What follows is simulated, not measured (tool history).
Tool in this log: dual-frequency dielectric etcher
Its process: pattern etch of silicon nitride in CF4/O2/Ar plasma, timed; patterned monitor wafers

run  hour  source power (kW)  bias power (kW)  Ar flow (sccm)  CF4 flow (sccm)  etch time (s)  mean etch depth across the wafer (angstrom)
  1   0.0              0.530            0.053             139               83            100                                       1899.7
  2   1.7              0.530            0.049             139               83            100                                       1827.5
  3   9.5              0.500            0.049             139               83            100                                       1720.0
  4  16.9              0.420            0.049             139               83            100                                       1433.4
  5  21.7              0.420            0.049             139               83            100                                       1424.5
  6  26.6              0.420            0.049             139               83            100                                       1427.9

Run 7 comes next. What will it give?
  7  31.0              0.430            0.049             139               83            100                                            ?

{"run 7": {"mean etch depth across the wafer (angstrom)": 1463.2}}

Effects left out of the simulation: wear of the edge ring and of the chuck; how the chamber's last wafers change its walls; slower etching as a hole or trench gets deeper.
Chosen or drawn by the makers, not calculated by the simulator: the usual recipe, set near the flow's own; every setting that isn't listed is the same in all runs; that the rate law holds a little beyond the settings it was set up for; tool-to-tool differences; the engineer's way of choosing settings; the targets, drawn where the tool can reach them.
